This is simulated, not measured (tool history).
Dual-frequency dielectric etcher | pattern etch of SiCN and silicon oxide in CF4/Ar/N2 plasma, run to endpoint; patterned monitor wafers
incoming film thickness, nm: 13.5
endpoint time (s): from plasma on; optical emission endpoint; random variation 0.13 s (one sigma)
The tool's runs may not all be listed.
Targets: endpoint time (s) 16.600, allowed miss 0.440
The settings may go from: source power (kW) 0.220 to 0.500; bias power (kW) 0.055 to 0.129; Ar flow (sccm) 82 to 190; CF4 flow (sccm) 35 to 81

run	hour	source power (kW)	bias power (kW)	Ar flow (sccm)	CF4 flow (sccm)	endpoint time (s)
1	0.0	0.360	0.092	136	58	19.677
2	8.3	0.360	0.092	121	58	19.605
3	15.0	0.360	0.078	121	58	20.208
4	22.2	0.380	0.079	120	58	19.804
5	22.7	0.380	0.079	128	58	19.907
6	30.5	0.350	0.079	128	58	20.933
7	36.8	0.380	0.081	127	58	19.712
8	42.3	0.400	0.082	126	58	19.145
9	48.7	0.420	0.084	125	58	18.475

5 next moves are on the table. One of them brings every result within its allowed miss. Which?
A	55.1	0.440	0.091	107	66	?
B	55.1	0.380	0.103	136	40	?
C	55.1	0.430	0.104	147	53	?
D	55.1	0.410	0.098	112	56	?
E	55.1	0.440	0.088	135	60	?

move	endpoint time (s)
A	16.479
B	20.073
C	17.535
D	17.488
E	17.553
A: meets every target
B: further off than the last run
C: nearer than the last run, and not there yet
D: nearer than the last run, and not there yet
E: nearer than the last run, and not there yet
Answer: A

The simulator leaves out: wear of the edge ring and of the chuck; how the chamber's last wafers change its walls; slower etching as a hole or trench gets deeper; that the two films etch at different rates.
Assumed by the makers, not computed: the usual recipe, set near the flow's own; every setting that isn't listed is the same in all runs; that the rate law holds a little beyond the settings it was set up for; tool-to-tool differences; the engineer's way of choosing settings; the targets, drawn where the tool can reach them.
